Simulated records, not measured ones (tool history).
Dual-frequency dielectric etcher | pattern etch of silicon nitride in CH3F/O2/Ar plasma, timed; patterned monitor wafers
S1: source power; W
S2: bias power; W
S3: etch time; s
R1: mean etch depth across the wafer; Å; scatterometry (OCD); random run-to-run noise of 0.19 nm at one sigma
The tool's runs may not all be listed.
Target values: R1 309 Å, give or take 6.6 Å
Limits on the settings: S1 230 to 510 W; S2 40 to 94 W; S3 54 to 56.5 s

| run | day | S1 | S2 | S3 | R1 |
|---|---|---|---|---|---|
| 1 | 0 | 370 | 67 | 54 | 339.22 |
| 2 | 0.354 | 370 | 60 | 54 | 330.54 |
| 3 | 0.438 | 360 | 60 | 54 | 328.27 |
| 4 | 0.688 | 360 | 60 | 56.5 | 343.08 |
| 5 | 0.892 | 350 | 59 | 56.5 | 338.06 |
| 6 | 1.217 | 380 | 59 | 56.5 | 344.22 |
| 7 | 1.429 | 370 | 57 | 56.5 | 337.03 |
| 8 | 1.5 | 360 | 56 | 56.5 | 335.81 |

5 next moves are on the table. One of them brings every result within its allowed miss. Which?
| A | 1.571 | 380 | 68 | 56 | ? |
| B | 1.571 | 350 | 48 | 56 | ? |
| C | 1.571 | 370 | 52 | 55.5 | ? |
| D | 1.571 | 360 | 45 | 54 | ? |
| E | 1.571 | 370 | 63 | 55.5 | ? |

| move | R1 |
|---|---|
| A | 357.83 |
| B | 312.08 |
| C | 322.16 |
| D | 297.26 |
| E | 343.07 |
A: further off than the last run
B: every result within its allowed miss
C: better than the last run, though not everything is in spec
D: takes the result that was furthest off past its target
E: further off than the last run
B meets every target.

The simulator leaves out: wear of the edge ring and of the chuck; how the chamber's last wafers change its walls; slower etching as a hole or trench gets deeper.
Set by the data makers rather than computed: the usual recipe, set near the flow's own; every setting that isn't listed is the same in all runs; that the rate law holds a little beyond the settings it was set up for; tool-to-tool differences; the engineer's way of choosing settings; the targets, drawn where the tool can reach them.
